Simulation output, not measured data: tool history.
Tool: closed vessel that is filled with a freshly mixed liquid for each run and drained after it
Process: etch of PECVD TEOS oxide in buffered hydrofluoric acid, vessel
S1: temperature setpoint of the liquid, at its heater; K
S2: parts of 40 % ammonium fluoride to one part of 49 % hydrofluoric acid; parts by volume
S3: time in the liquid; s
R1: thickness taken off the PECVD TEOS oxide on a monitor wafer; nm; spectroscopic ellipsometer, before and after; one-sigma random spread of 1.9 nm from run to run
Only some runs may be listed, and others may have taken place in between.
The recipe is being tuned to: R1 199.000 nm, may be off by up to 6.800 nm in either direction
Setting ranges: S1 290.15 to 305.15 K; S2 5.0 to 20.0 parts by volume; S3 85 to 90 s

run	hour	S1	S2	S3	R1
1	0.0	298.15	12.0	85	140.980
2	2.9	298.15	15.5	85	111.180
3	7.7	298.15	18.0	85	96.456
4	12.7	299.15	17.5	85	104.290
5	19.5	299.65	17.0	85	110.570
6	25.0	300.15	16.5	85	116.710
7	33.6	304.15	12.5	85	186.150
8	34.3	304.15	12.5	85	189.390

Next run, 4 choices. One meets every target within its allowed miss, the rest don't. Which?
A	35.0	304.65	13.5	85	?
B	35.0	303.65	13.0	85	?
C	35.0	304.15	12.5	90	?
D	35.0	302.65	13.0	90	?

move	R1
A	179.150
B	176.430
C	199.240
D	177.250
A: the biggest miss grows against the last run
B: the biggest miss grows against the last run
C: hits every target within its allowed miss
D: the biggest miss grows against the last run
Answer: C

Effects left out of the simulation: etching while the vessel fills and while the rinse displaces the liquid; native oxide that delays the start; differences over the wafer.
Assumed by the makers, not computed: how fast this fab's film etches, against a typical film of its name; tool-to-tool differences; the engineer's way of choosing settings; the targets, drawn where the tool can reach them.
